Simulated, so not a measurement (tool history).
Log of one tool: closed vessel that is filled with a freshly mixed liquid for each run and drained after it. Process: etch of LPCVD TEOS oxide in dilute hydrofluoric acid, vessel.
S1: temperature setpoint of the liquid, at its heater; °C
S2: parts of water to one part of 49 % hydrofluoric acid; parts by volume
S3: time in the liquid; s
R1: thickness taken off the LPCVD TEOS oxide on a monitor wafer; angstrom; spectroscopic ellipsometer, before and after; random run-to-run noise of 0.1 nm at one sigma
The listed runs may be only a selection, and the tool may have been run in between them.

run  hour    S1   S2   S3      R1
  1     0    24  155  205  197.22
  2   8.6    24  115  205   280.7
  3  15.5    24   70  205  486.67
  4  24.5  22.5   85  205   371.6
  5  32.9  22.5   85  205  365.74
  6    36  21.5   95  205     313

The next listed run, before its measurement:
  7  43.6  20.5  100  205   ?

R1: 285.55 angstrom

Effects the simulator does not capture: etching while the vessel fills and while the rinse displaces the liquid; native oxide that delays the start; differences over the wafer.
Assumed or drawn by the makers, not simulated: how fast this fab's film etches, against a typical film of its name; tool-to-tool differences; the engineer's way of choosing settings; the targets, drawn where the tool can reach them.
